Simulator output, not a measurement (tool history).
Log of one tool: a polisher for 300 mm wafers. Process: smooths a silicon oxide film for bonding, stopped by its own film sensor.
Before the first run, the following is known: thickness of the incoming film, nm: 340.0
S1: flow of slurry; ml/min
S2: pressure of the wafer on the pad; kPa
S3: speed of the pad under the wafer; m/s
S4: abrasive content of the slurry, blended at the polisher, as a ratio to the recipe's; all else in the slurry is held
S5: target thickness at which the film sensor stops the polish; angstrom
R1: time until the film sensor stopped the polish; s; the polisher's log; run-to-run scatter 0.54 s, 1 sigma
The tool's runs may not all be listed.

run	day	S1	S2	S3	S4	S5	R1
1	0	315	16.5	1.06	1	2990	41.627
2	0.183	315	20.7	1.06	1	2990	33.428
3	0.517	270	20.7	1.06	1	2990	33.306
4	0.542	270	24.1	1.06	1	2990	29.448
5	0.65	195	24.1	1.06	1	2990	31.209
6	1.004	195	20.7	1.04	1	2990	36.713
7	1.046	195	17.9	1.02	1	2990	42.005
8	1.096	195	15.9	1.02	1	2990	47.65
9	1.267	195	15.9	1.02	1	2990	47.694
10	1.367	195	11.7	1	1	2990	63.814
11	1.575	205	11.7	1	1	2990	63.002

Run 12 is up next; what results do you expect?
12	1.779	215	11.7	1	1	2990	?

R1: 62.563 s
